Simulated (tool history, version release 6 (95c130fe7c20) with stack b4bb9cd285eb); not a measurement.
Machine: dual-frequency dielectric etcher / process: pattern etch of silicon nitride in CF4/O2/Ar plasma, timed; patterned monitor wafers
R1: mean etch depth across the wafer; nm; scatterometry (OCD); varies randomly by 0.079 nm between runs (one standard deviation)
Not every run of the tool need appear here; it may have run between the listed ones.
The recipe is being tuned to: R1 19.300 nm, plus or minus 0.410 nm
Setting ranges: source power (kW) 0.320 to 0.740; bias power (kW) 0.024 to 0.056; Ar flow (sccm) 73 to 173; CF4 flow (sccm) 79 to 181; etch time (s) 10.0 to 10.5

Run 1, hour 0.0: source power (kW) 0.530, bias power (kW) 0.040, Ar flow (sccm) 123, CF4 flow (sccm) 130, etch time (s) 10.5. Result: R1 21.553 nm.
Run 2, hour 0.7: source power (kW) 0.530, bias power (kW) 0.044, Ar flow (sccm) 123, CF4 flow (sccm) 130, etch time (s) 10.5. Result: R1 22.206 nm.
Run 3, hour 6.2: source power (kW) 0.530, bias power (kW) 0.044, Ar flow (sccm) 123, CF4 flow (sccm) 130, etch time (s) 10.5. Result: R1 22.270 nm.
Run 4, hour 8.8: source power (kW) 0.530, bias power (kW) 0.044, Ar flow (sccm) 123, CF4 flow (sccm) 130, etch time (s) 10.5. Result: R1 22.171 nm.
Run 5, hour 13.8: source power (kW) 0.520, bias power (kW) 0.044, Ar flow (sccm) 123, CF4 flow (sccm) 130, etch time (s) 10.5. Result: R1 21.938 nm.
Run 6, hour 15.8: source power (kW) 0.510, bias power (kW) 0.044, Ar flow (sccm) 123, CF4 flow (sccm) 130, etch time (s) 10.5. Result: R1 21.610 nm.
Run 7, hour 18.3: source power (kW) 0.500, bias power (kW) 0.044, Ar flow (sccm) 123, CF4 flow (sccm) 130, etch time (s) 10.5. Result: R1 21.175 nm.
Run 8, hour 21.5: source power (kW) 0.490, bias power (kW) 0.044, Ar flow (sccm) 123, CF4 flow (sccm) 130, etch time (s) 10.5. Result: R1 20.785 nm.
Run 9, hour 23.6: source power (kW) 0.470, bias power (kW) 0.044, Ar flow (sccm) 123, CF4 flow (sccm) 130, etch time (s) 10.5. Result: R1 19.887 nm.

5 candidate next runs follow, results not yet known. Just one meets every target within its allowed miss. Identify it.
Run A, hour 25.7: source power (kW) 0.430, bias power (kW) 0.056, Ar flow (sccm) 100, CF4 flow (sccm) 132, etch time (s) 10.5. Result: R1 ?.
Run B, hour 25.7: source power (kW) 0.500, bias power (kW) 0.050, Ar flow (sccm) 117, CF4 flow (sccm) 112, etch time (s) 10.0. Result: R1 ?.
Run C, hour 25.7: source power (kW) 0.420, bias power (kW) 0.044, Ar flow (sccm) 113, CF4 flow (sccm) 133, etch time (s) 10.5. Result: R1 ?.
Run D, hour 25.7: source power (kW) 0.450, bias power (kW) 0.047, Ar flow (sccm) 143, CF4 flow (sccm) 134, etch time (s) 10.0. Result: R1 ?.
Run E, hour 25.7: source power (kW) 0.480, bias power (kW) 0.042, Ar flow (sccm) 112, CF4 flow (sccm) 124, etch time (s) 10.0. Result: R1 ?.

move      R1
   A  20.454
   B  20.585
   C  18.265
   D  18.373
   E  19.241
A: moves away from the targets compared with the last run
B: moves away from the targets compared with the last run
C: carries the result that was furthest off beyond its target, to the other side
D: carries the result that was furthest off beyond its target, to the other side
E: hits every target within its allowed miss
E meets every target.

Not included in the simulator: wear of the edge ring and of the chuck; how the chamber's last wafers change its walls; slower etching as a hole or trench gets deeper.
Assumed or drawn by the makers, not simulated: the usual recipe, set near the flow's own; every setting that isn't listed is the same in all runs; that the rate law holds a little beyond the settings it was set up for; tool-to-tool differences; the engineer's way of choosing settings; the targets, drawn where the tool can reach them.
